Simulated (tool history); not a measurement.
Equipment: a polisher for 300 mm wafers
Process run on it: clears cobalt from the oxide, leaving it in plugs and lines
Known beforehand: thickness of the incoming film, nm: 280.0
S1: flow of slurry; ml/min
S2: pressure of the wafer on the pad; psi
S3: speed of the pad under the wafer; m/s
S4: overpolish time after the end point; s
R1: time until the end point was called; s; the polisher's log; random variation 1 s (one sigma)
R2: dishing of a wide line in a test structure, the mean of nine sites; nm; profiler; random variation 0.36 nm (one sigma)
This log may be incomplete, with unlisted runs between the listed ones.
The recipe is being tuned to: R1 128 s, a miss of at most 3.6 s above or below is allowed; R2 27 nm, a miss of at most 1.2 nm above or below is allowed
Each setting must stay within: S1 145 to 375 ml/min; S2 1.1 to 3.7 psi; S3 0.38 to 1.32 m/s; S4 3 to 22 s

run,hour,S1,S2,S3,S4,R1,R2
1,0,240,2.4,0.84,11,53.757,36.527
2,2.2,235,2.1,0.78,12,64.163,34.383
3,8.9,230,1.9,0.72,13,75.479,32.807
4,16.3,230,1.9,0.72,18,76.11,39.643
5,18.4,225,1.7,0.68,18,88.926,37.086
6,19,220,1.6,0.66,17,96.648,33.041
7,22.4,210,1.5,0.66,17,101.27,32.291
8,24.9,210,1.5,0.66,17,101.61,31.661
9,32.5,200,1.4,0.66,17,110.72,29.701
10,40.4,190,1.4,0.66,17,108.82,30.194
11,40.9,185,1.3,0.66,17,118.96,28.393
12,47.2,180,1.3,0.66,17,119.21,28.137

4 candidate next runs follow, results not yet known. Just one meets every target within its allowed miss. Identify it.
A,53.5,160,1.6,0.6,17,?,?
B,53.5,170,1.2,0.68,20,?,?
C,53.5,145,1.4,0.5,21,?,?
D,53.5,155,1.6,0.46,17,?,?

move,R1,R2
A,107.37,31.763
B,128.32,31.447
C,139.33,30.694
D,128.54,27.774
A: misses by more than the last run did
B: the worst result of the last run now meets its target, but another is out of spec
C: the result that was furthest off in the last run now lies on the other side of its target
D: all results in spec
Go with D: it meets all targets.
